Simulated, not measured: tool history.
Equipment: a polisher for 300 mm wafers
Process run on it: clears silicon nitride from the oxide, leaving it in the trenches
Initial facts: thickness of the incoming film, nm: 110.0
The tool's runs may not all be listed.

run  hour  flow of slurry (ml/min)  pressure of the wafer on the pad (psi)  speed of the pad under the wafer (m/s)  overpolish time after the end point (s)  time until the end point was called (s)
  1   0.0                      170                                     2.1                                    1.12                                       30                                  145.600
  2   7.8                      170                                     2.3                                    1.18                                       30                                  128.780
  3  15.8                      205                                     2.3                                    1.18                                       30                                  124.980
  4  17.8                      205                                     2.3                                    0.98                                       30                                  141.670
  5  26.4                      210                                     2.5                                    1.06                                       30                                  122.890
  6  27.3                      210                                     3.0                                    1.06                                       30                                  107.090

Run 7 comes next. What will it give?
  7  31.9                      220                                     3.2                                    1.38                                       30                                        ?

time until the end point was called (s): 77.774

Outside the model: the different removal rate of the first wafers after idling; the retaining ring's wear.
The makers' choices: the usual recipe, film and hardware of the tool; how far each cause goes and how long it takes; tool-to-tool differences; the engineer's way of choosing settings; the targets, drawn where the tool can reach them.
